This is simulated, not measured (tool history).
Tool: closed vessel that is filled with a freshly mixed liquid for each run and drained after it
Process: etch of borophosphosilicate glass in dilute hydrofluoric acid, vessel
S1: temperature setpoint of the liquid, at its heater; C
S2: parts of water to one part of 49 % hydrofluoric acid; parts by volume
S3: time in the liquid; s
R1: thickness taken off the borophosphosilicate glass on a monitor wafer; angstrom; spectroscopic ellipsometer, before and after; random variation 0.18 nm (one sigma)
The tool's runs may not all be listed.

| run | hour | S1 | S2 | S3 | R1 |
|---|---|---|---|---|---|
| 1 | 0.0 | 21.0 | 115 | 30 | 88.477 |
| 2 | 5.6 | 22.5 | 105 | 30 | 105.560 |
| 3 | 11.1 | 23.5 | 95 | 30 | 120.780 |
| 4 | 18.2 | 22.0 | 95 | 30 | 113.000 |
| 5 | 22.7 | 23.0 | 90 | 30 | 127.210 |
| 6 | 30.7 | 24.0 | 85 | 30 | 141.790 |
| 7 | 33.9 | 25.0 | 80 | 30 | 155.120 |

Forecast run 8:
| 8 | 37.7 | 25.5 | 75 | 30 | ? |

R1: 170.320 angstrom

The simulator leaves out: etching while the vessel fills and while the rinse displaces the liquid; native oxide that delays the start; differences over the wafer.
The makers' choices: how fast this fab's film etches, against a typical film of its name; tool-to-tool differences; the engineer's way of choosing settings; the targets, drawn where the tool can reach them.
